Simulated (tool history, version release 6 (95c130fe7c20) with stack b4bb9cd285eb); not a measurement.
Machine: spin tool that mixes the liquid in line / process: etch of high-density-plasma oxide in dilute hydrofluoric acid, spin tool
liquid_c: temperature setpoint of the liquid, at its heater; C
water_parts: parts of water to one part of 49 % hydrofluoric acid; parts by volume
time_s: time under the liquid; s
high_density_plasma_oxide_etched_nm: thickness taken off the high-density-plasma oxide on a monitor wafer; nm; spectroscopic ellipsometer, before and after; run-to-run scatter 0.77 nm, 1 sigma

run  hour  liquid_c  water_parts  time_s  high_density_plasma_oxide_etched_nm
  1     0        23           45     305                               43.923
  2     4      21.5           45     305                               40.943
  3   6.1      21.5           55     305                               32.763
  4  11.1        20           55     305                               30.595
  5    14      23.5           50     305                               38.807
  6    15      23.5           60     305                                32.64
  7  23.2        26           50     305                               44.185
  8  24.6        30           35     305                               75.452

Run 9 has not been measured yet. What should we expect?
  9  33.2      30.5           35     305                                    ?

high_density_plasma_oxide_etched_nm: 75.062 nm

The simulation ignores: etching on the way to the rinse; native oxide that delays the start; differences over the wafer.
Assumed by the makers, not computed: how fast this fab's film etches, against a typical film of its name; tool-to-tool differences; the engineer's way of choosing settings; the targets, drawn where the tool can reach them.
